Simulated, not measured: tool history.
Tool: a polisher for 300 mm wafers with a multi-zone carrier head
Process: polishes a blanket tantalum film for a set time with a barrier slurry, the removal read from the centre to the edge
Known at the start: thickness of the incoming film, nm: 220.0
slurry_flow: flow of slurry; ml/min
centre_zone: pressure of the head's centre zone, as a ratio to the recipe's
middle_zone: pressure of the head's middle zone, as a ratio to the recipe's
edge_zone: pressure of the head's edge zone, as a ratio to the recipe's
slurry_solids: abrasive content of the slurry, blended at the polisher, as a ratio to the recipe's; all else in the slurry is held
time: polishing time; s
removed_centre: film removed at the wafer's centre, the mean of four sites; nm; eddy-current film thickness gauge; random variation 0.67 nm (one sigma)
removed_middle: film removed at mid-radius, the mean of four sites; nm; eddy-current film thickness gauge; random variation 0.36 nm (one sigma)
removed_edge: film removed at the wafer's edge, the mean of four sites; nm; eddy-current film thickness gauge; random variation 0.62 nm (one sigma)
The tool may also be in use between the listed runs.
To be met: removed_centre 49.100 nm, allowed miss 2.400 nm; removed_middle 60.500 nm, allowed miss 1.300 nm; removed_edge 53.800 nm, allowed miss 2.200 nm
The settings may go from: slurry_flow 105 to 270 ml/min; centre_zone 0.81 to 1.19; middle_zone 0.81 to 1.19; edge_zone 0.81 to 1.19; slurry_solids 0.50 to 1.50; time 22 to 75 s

{"run": 1, "hour": 0.0, "slurry_flow": 175, "centre_zone": 1.0, "middle_zone": 1.0, "edge_zone": 1.0, "slurry_solids": 1.0, "time": 48, "removed_centre": 63.588, "removed_middle": 65.145, "removed_edge": 64.304}
{"run": 2, "hour": 1.1, "slurry_flow": 145, "centre_zone": 1.0, "middle_zone": 1.0, "edge_zone": 1.0, "slurry_solids": 1.0, "time": 48, "removed_centre": 62.46, "removed_middle": 62.331, "removed_edge": 63.424}
{"run": 3, "hour": 2.6, "slurry_flow": 145, "centre_zone": 0.95, "middle_zone": 1.02, "edge_zone": 0.95, "slurry_solids": 0.9, "time": 48, "removed_centre": 58.882, "removed_middle": 61.974, "removed_edge": 60.094}
{"run": 4, "hour": 11.0, "slurry_flow": 145, "centre_zone": 0.95, "middle_zone": 1.02, "edge_zone": 0.95, "slurry_solids": 1.0, "time": 48, "removed_centre": 58.352, "removed_middle": 63.496, "removed_edge": 62.146}
{"run": 5, "hour": 16.8, "slurry_flow": 185, "centre_zone": 0.95, "middle_zone": 1.02, "edge_zone": 0.95, "slurry_solids": 1.0, "time": 48, "removed_centre": 62.309, "removed_middle": 66.279, "removed_edge": 63.418}
{"run": 6, "hour": 17.8, "slurry_flow": 185, "centre_zone": 0.95, "middle_zone": 1.09, "edge_zone": 0.95, "slurry_solids": 1.0, "time": 48, "removed_centre": 61.517, "removed_middle": 68.513, "removed_edge": 62.75}
{"run": 7, "hour": 22.3, "slurry_flow": 135, "centre_zone": 0.85, "middle_zone": 1.06, "edge_zone": 0.85, "slurry_solids": 0.75, "time": 47, "removed_centre": 46.545, "removed_middle": 57.58, "removed_edge": 51.518}
{"run": 8, "hour": 29.9, "slurry_flow": 145, "centre_zone": 0.85, "middle_zone": 1.07, "edge_zone": 0.86, "slurry_solids": 0.75, "time": 47, "removed_centre": 46.832, "removed_middle": 59.039, "removed_edge": 52.608}
{"run": 9, "hour": 37.7, "slurry_flow": 150, "centre_zone": 0.86, "middle_zone": 1.07, "edge_zone": 0.86, "slurry_solids": 0.75, "time": 47, "removed_centre": 48.037, "removed_middle": 58.679, "removed_edge": 53.262}

Which of these 4 next moves meets every target?
{"run": "A", "hour": 45.5, "slurry_flow": 155, "centre_zone": 0.92, "middle_zone": 1.0, "edge_zone": 0.89, "slurry_solids": 0.7, "time": 49, "removed_centre": "?", "removed_middle": "?", "removed_edge": "?"}
{"run": "B", "hour": 45.5, "slurry_flow": 195, "centre_zone": 0.85, "middle_zone": 1.03, "edge_zone": 0.99, "slurry_solids": 0.85, "time": 44, "removed_centre": "?", "removed_middle": "?", "removed_edge": "?"}
{"run": "C", "hour": 45.5, "slurry_flow": 110, "centre_zone": 0.89, "middle_zone": 1.11, "edge_zone": 0.86, "slurry_solids": 0.7, "time": 51, "removed_centre": "?", "removed_middle": "?", "removed_edge": "?"}
{"run": "D", "hour": 45.5, "slurry_flow": 165, "centre_zone": 0.85, "middle_zone": 0.99, "edge_zone": 0.89, "slurry_solids": 0.75, "time": 48, "removed_centre": "?", "removed_middle": "?", "removed_edge": "?"}

move=A removed_centre=52.395 removed_middle=57.721 removed_edge=54.539
move=B removed_centre=48.243 removed_middle=58.459 removed_edge=56.372
move=C removed_centre=49.590 removed_middle=61.184 removed_edge=53.684
move=D removed_centre=49.152 removed_middle=58.136 removed_edge=55.162
A: further off than the last run
B: further off than the last run
C: meets every target
D: further off than the last run
Move C is the one to make.
